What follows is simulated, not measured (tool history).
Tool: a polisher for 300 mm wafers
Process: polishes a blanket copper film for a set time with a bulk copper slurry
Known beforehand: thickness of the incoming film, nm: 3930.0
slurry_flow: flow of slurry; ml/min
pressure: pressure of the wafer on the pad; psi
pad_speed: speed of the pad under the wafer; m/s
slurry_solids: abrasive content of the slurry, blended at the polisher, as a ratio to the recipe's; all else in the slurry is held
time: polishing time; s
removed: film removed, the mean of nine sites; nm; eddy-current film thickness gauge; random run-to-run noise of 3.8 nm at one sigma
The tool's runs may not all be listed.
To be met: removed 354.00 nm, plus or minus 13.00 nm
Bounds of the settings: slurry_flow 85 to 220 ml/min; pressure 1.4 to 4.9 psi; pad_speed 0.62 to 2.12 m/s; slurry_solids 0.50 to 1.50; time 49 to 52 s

| run | hour | slurry_flow | pressure | pad_speed | slurry_solids | time | removed |
|---|---|---|---|---|---|---|---|
| 1 | 0.0 | 140 | 3.1 | 1.36 | 1.00 | 49 | 742.97 |
| 2 | 2.5 | 140 | 3.1 | 1.36 | 1.00 | 49 | 740.12 |
| 3 | 7.7 | 140 | 3.1 | 1.36 | 1.10 | 49 | 742.75 |
| 4 | 9.7 | 140 | 3.1 | 1.48 | 1.10 | 49 | 796.22 |
| 5 | 17.6 | 135 | 2.7 | 1.40 | 1.10 | 49 | 664.33 |
| 6 | 18.9 | 130 | 2.4 | 1.34 | 1.10 | 49 | 572.56 |
| 7 | 23.3 | 125 | 2.2 | 1.30 | 1.10 | 49 | 506.43 |
| 8 | 28.2 | 105 | 1.4 | 1.24 | 1.10 | 49 | 304.90 |
| 9 | 36.6 | 110 | 1.4 | 1.24 | 1.10 | 49 | 313.56 |
| 10 | 44.6 | 115 | 1.4 | 1.24 | 1.10 | 49 | 310.30 |
| 11 | 50.4 | 120 | 1.4 | 1.24 | 1.10 | 49 | 318.55 |
| 12 | 55.4 | 125 | 1.4 | 1.24 | 1.10 | 49 | 318.64 |
| 13 | 63.7 | 140 | 1.7 | 1.24 | 1.10 | 49 | 389.53 |
| 14 | 72.6 | 135 | 1.7 | 1.24 | 1.10 | 49 | 385.38 |
| 15 | 74.1 | 130 | 1.7 | 1.24 | 1.10 | 49 | 391.96 |
| 16 | 78.1 | 125 | 1.7 | 1.24 | 1.10 | 49 | 384.30 |
| 17 | 83.2 | 120 | 1.7 | 1.24 | 1.10 | 49 | 375.38 |
| 18 | 90.9 | 115 | 1.7 | 1.24 | 1.10 | 49 | 378.07 |

Below are 5 possible settings for the next run. Only one of them brings all results inside the allowed miss of their targets. Which is it?
| A | 98.6 | 120 | 1.8 | 1.14 | 0.95 | 52 | ? |
| B | 98.6 | 120 | 2.0 | 1.14 | 0.95 | 50 | ? |
| C | 98.6 | 110 | 1.6 | 1.28 | 1.25 | 50 | ? |
| D | 98.6 | 85 | 2.5 | 0.96 | 0.90 | 52 | ? |
| E | 98.6 | 95 | 2.4 | 0.76 | 1.50 | 50 | ? |

| move | removed |
|---|---|
| A | 380.90 |
| B | 404.89 |
| C | 376.39 |
| D | 404.25 |
| E | 357.21 |
A: moves away from the targets compared with the last run
B: moves away from the targets compared with the last run
C: an improvement on the last run, though not all results are within tolerance
D: moves away from the targets compared with the last run
E: meets every target
E meets every target.

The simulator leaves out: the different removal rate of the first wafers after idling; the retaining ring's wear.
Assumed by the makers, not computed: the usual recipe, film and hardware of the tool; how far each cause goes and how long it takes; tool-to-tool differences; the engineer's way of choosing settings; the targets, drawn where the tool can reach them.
